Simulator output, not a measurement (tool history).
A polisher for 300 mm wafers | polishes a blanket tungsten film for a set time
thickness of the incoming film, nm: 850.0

run,day,flow of slurry (ml/min),pressure of the wafer on the pad (kPa),speed of the pad under the wafer (cm/s),abrasive content of the slurry,polishing time (s),film removed (nm)
1,0.000,155,16.5,126,1.0,52,183.65
2,0.279,155,17.9,126,1.0,52,202.11
3,0.462,155,17.2,126,1.0,52,193.54
4,0.829,155,20.7,126,1.0,52,230.00
5,0.912,155,19.3,124,1.0,52,213.64
6,0.983,155,19.3,138,1.0,52,229.57

Forecast run 7:
7,1.129,155,17.9,136,1.0,52,?

Run 7 gave film removed (nm) 211.46.
